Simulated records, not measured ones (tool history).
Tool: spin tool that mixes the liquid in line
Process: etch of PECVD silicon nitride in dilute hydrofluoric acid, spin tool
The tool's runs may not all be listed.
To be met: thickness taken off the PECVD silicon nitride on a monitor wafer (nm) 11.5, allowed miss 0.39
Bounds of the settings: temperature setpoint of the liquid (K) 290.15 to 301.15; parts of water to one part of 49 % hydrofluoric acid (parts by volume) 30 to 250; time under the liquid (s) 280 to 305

| run | hour | temperature setpoint of the liquid (K) | parts of water to one part of 49 % hydrofluoric acid (parts by volume) | time under the liquid (s) | thickness taken off the PECVD silicon nitride on a monitor wafer (nm) |
|---|---|---|---|---|---|
| 1 | 0 | 293.15 | 140 | 280 | 8.2687 |
| 2 | 7.6 | 290.65 | 140 | 280 | 6.9013 |
| 3 | 10.7 | 292.15 | 140 | 280 | 7.6888 |
| 4 | 14.4 | 290.15 | 140 | 280 | 6.7197 |
| 5 | 17.9 | 290.15 | 175 | 280 | 5.488 |
| 6 | 19 | 293.15 | 175 | 280 | 6.7405 |
| 7 | 20.3 | 293.15 | 175 | 280 | 6.6992 |
| 8 | 29 | 294.65 | 175 | 280 | 7.2416 |
| 9 | 34.2 | 295.65 | 170 | 280 | 8.1449 |
| 10 | 42.1 | 296.65 | 170 | 280 | 8.6198 |
| 11 | 45.7 | 297.65 | 170 | 280 | 9.2032 |
| 12 | 50.2 | 298.15 | 170 | 280 | 9.6417 |
| 13 | 57.4 | 298.65 | 170 | 280 | 9.897 |
| 14 | 64.1 | 299.15 | 170 | 280 | 9.8824 |
| 15 | 65.5 | 299.65 | 170 | 280 | 10.4 |

5 next moves are on the table. One of them brings every result within its allowed miss. Which?
| A | 66.9 | 299.15 | 145 | 290 | ? |
| B | 66.9 | 296.65 | 120 | 295 | ? |
| C | 66.9 | 300.65 | 150 | 280 | ? |
| D | 66.9 | 301.15 | 155 | 280 | ? |
| E | 66.9 | 299.65 | 170 | 305 | ? |

| move | thickness taken off the PECVD silicon nitride on a monitor wafer (nm) |
|---|---|
| A | 12.262 |
| B | 12.805 |
| C | 12.58 |
| D | 12.557 |
| E | 11.354 |
A: takes the result that was furthest off past its target
B: takes the result that was furthest off past its target
C: takes the result that was furthest off past its target
D: takes the result that was furthest off past its target
E: meets every target
The right move is E.
